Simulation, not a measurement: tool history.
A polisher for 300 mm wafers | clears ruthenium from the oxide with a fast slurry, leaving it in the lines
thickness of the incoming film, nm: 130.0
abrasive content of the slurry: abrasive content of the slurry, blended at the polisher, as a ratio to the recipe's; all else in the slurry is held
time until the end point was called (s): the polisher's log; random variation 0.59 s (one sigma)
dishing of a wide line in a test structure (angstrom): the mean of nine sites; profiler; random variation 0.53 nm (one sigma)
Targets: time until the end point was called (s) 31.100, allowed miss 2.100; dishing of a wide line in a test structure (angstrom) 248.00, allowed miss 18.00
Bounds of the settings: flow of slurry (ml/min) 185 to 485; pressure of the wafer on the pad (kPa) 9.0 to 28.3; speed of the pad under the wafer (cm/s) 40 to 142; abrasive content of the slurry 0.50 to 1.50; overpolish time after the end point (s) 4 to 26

run	day	flow of slurry (ml/min)	pressure of the wafer on the pad (kPa)	speed of the pad under the wafer (cm/s)	abrasive content of the slurry	overpolish time after the end point (s)	time until the end point was called (s)	dishing of a wide line in a test structure (angstrom)
1	0.000	310	18.6	90	1.00	13	40.577	343.36
2	0.317	310	18.6	70	1.00	13	52.562	271.36
3	0.608	310	18.6	60	1.00	13	58.811	235.11
4	0.700	340	18.6	60	1.00	13	59.579	243.88
5	0.925	340	18.6	60	0.85	13	61.705	225.16
6	1.221	340	20.0	62	0.85	12	58.546	241.82
7	1.304	320	20.0	68	0.90	11	51.833	246.16
8	1.371	305	20.7	70	0.90	10	49.046	224.33
9	1.533	305	21.4	72	0.90	9	45.110	226.32
10	1.600	305	22.1	72	0.90	9	43.664	221.55
11	1.883	305	22.8	72	0.90	9	43.556	231.54
12	1.933	305	23.4	72	0.90	9	41.578	244.77

5 next moves are on the table. One of them brings every result within its allowed miss. Which?
A	1.983	290	20.0	78	0.85	12	?	?
B	1.983	310	23.4	50	0.90	13	?	?
C	1.983	355	26.9	70	0.80	8	?	?
D	1.983	330	22.1	62	0.95	11	?	?
E	1.983	295	24.1	92	1.05	7	?	?

move	time until the end point was called (s)	dishing of a wide line in a test structure (angstrom)
A	46.211	271.93
B	58.565	234.13
C	38.838	217.93
D	49.092	236.24
E	29.722	247.77
A: further off than the last run
B: further off than the last run
C: nearer than the last run, and not there yet
D: further off than the last run
E: meets every target
Answer: E
